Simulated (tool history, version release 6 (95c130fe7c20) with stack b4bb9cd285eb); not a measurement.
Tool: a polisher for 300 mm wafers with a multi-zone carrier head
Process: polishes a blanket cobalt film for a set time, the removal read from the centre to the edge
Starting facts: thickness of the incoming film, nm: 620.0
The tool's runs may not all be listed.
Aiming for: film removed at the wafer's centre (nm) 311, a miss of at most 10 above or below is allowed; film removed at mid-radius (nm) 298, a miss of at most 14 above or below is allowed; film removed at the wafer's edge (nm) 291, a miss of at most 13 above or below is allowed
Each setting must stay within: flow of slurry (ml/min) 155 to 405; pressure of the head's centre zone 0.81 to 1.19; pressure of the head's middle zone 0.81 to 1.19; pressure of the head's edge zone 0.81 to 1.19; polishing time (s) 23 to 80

run	hour	flow of slurry (ml/min)	pressure of the head's centre zone	pressure of the head's middle zone	pressure of the head's edge zone	polishing time (s)	film removed at the wafer's centre (nm)	film removed at mid-radius (nm)	film removed at the wafer's edge (nm)
1	0	260	1	1	1	51	192.51	202.67	201.71
2	1	270	1.04	1.02	1.03	55	220.32	220.95	222.87
3	2.7	270	1.04	1.06	1.03	55	217.42	233.34	221.47
4	5	275	1.07	1.07	1.06	58	240.24	247.03	231.45
5	7.5	275	1.07	1.07	1.11	58	237.32	244.37	240.73
6	12	240	1.07	1.07	1.11	58	232.78	237.32	239.54
# hour 13.4: slurry nozzle cleaned
7	13.4	245	1.09	1.08	1.12	61	267.26	271.99	263.24
8	15.4	245	1.09	1.08	1.12	61	271.74	280.74	267.43

Pick the move, out of 4, that brings all results within their allowed miss; only one does.
A	17.4	285	1.11	1.04	1.08	68	?	?	?
B	17.4	240	1.06	0.82	1.19	72	?	?	?
C	17.4	225	1.1	1.17	1.05	70	?	?	?
D	17.4	215	1.14	0.99	1.04	64	?	?	?

move	film removed at the wafer's centre (nm)	film removed at mid-radius (nm)	film removed at the wafer's edge (nm)
A	306.42	297.19	293.02
B	302.16	252.81	321.92
C	302.62	328.45	290.29
D	284.29	258.57	263.46
A: in spec on every target
B: brings the last run's worst result on target, with another outside its allowed miss
C: brings the last run's worst result on target, with another outside its allowed miss
D: better than the last run, though not everything is in spec
A is the move that brings every result within its allowed miss.
